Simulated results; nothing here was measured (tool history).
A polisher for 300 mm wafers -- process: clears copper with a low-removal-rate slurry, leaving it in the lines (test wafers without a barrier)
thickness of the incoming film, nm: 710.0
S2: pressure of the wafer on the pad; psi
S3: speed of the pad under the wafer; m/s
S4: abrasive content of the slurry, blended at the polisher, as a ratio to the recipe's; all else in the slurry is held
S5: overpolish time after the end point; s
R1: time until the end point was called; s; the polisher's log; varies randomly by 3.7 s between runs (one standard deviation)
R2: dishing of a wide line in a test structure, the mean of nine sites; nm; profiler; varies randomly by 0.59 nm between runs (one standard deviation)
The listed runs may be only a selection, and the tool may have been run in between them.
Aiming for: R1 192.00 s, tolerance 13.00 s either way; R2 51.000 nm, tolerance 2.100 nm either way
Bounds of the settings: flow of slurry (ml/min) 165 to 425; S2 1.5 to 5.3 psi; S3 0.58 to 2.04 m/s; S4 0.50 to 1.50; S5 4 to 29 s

Run 1, day 0.000: flow of slurry (ml/min) 275, S2 3.4 psi, S3 1.30 m/s, S4 1.00, S5 15 s. Result: R1 187.39 s, R2 39.178 nm.
Run 2, day 0.129: flow of slurry (ml/min) 275, S2 3.8 psi, S3 1.30 m/s, S4 1.00, S5 15 s. Result: R1 164.57 s, R2 43.497 nm.
Run 3, day 0.267: flow of slurry (ml/min) 275, S2 3.7 psi, S3 1.30 m/s, S4 1.00, S5 16 s. Result: R1 170.62 s, R2 45.297 nm.
Run 4, day 0.333: flow of slurry (ml/min) 275, S2 3.7 psi, S3 1.30 m/s, S4 1.00, S5 12 s. Result: R1 172.02 s, R2 35.115 nm.
Run 5, day 0.696: flow of slurry (ml/min) 275, S2 3.7 psi, S3 1.02 m/s, S4 1.00, S5 12 s. Result: R1 218.74 s, R2 28.215 nm.
Run 6, day 0.904: flow of slurry (ml/min) 300, S2 3.7 psi, S3 1.02 m/s, S4 1.00, S5 12 s. Result: R1 214.13 s, R2 28.099 nm.
Run 7, day 1.008: flow of slurry (ml/min) 290, S2 3.7 psi, S3 1.04 m/s, S4 1.00, S5 13 s. Result: R1 215.56 s, R2 31.750 nm.
Run 8, day 1.242: flow of slurry (ml/min) 290, S2 3.8 psi, S3 1.04 m/s, S4 1.00, S5 14 s. Result: R1 209.29 s, R2 34.340 nm.
Run 9, day 1.471: flow of slurry (ml/min) 290, S2 3.9 psi, S3 1.04 m/s, S4 1.00, S5 15 s. Result: R1 200.16 s, R2 37.378 nm.
Run 10, day 1.742: flow of slurry (ml/min) 290, S2 3.9 psi, S3 1.04 m/s, S4 1.00, S5 16 s. Result: R1 199.44 s, R2 39.363 nm.
Run 11, day 2.050: flow of slurry (ml/min) 290, S2 3.9 psi, S3 1.04 m/s, S4 1.00, S5 17 s. Result: R1 200.84 s, R2 40.810 nm.
Run 12, day 2.283: flow of slurry (ml/min) 285, S2 4.0 psi, S3 1.04 m/s, S4 1.00, S5 19 s. Result: R1 197.83 s, R2 46.029 nm.
Run 13, day 2.600: flow of slurry (ml/min) 285, S2 4.0 psi, S3 1.04 m/s, S4 1.00, S5 19 s. Result: R1 190.67 s, R2 45.065 nm.
Run 14, day 2.700: flow of slurry (ml/min) 290, S2 4.0 psi, S3 1.04 m/s, S4 1.00, S5 19 s. Result: R1 198.02 s, R2 45.914 nm.
Run 15, day 2.854: flow of slurry (ml/min) 290, S2 4.1 psi, S3 1.04 m/s, S4 1.00, S5 20 s. Result: R1 192.39 s, R2 48.407 nm.

Of the 4 settings listed for the next run, only one would bring every result within its allowed miss of target. Which one?
Run A, day 3.008: flow of slurry (ml/min) 270, S2 3.8 psi, S3 1.14 m/s, S4 1.05, S5 21 s. Result: R1 ?, R2 ?.
Run B, day 3.008: flow of slurry (ml/min) 270, S2 4.3 psi, S3 0.98 m/s, S4 0.90, S5 20 s. Result: R1 ?, R2 ?.
Run C, day 3.008: flow of slurry (ml/min) 250, S2 4.2 psi, S3 1.02 m/s, S4 1.05, S5 18 s. Result: R1 ?, R2 ?.
Run D, day 3.008: flow of slurry (ml/min) 305, S2 4.1 psi, S3 0.96 m/s, S4 1.10, S5 20 s. Result: R1 ?, R2 ?.

move      R1      R2
   A  179.08  50.870
   B  193.08  46.518
   C  182.43  44.713
   D  191.00  46.810
A: meets every target
B: its largest miss is bigger than the last run's
C: its largest miss is bigger than the last run's
D: its largest miss is bigger than the last run's
A is the move that brings every result within its allowed miss.

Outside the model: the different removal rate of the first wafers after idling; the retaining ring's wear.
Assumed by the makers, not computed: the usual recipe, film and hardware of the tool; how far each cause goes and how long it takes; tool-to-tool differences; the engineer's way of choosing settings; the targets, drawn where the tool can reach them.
